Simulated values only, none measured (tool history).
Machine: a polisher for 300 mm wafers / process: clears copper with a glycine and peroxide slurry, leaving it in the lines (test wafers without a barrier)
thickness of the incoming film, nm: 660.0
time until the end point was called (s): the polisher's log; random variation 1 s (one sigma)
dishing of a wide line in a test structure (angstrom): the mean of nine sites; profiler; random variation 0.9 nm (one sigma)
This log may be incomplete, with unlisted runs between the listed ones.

run	day	flow of slurry (ml/min)	pressure of the wafer on the pad (psi)	speed of the pad under the wafer (cm/s)	overpolish time after the end point (s)	time until the end point was called (s)	dishing of a wide line in a test structure (angstrom)
1	0.000	220	2.9	124	11	109.810	428.50
2	0.038	220	3.1	124	11	101.990	444.31
3	0.329	220	3.2	124	11	100.240	473.73
4	0.688	260	3.2	124	11	99.568	469.46
5	0.850	260	3.3	124	11	97.119	475.23
6	0.908	260	2.8	124	11	110.960	422.27
7	1.125	260	3.0	124	11	107.840	432.54
8	1.225	260	3.2	124	11	98.966	456.71
9	1.388	260	3.3	124	11	94.566	473.76
10	1.650	260	3.4	124	11	93.273	484.18
11	2.012	260	3.5	124	11	91.225	490.90

The next listed run, before its measurement:
12	2.333	260	3.6	124	11	?	?

Run 12 gave time until the end point was called (s) 89.629, dishing of a wide line in a test structure (angstrom) 509.88.

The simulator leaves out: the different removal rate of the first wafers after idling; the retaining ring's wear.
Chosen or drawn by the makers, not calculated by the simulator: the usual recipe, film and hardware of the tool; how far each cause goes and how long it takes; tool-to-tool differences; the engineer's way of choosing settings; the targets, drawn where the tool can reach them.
